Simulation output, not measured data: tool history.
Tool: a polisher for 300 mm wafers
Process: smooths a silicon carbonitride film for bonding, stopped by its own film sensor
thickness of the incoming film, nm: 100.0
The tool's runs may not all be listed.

run	day	flow of slurry (ml/min)	pressure of the wafer on the pad (psi)	speed of the pad under the wafer (m/s)	abrasive content of the slurry	target thickness at which the film sensor stops the polish (nm)	time until the film sensor stopped the polish (s)
1	0.000	215	2.0	0.74	1.0	87	67.875
2	0.238	215	1.8	0.74	1.0	87	75.787
3	0.329	215	1.8	0.74	1.0	89	64.301
4	0.421	215	1.8	0.74	1.0	89	63.101
5	0.567	215	1.8	0.74	1.0	89	63.904
6	0.650	240	1.8	0.74	1.0	89	63.465

Run 7 comes next. What will it give?
7	0.750	240	1.6	0.70	1.0	89	?

time until the film sensor stopped the polish (s): 73.858

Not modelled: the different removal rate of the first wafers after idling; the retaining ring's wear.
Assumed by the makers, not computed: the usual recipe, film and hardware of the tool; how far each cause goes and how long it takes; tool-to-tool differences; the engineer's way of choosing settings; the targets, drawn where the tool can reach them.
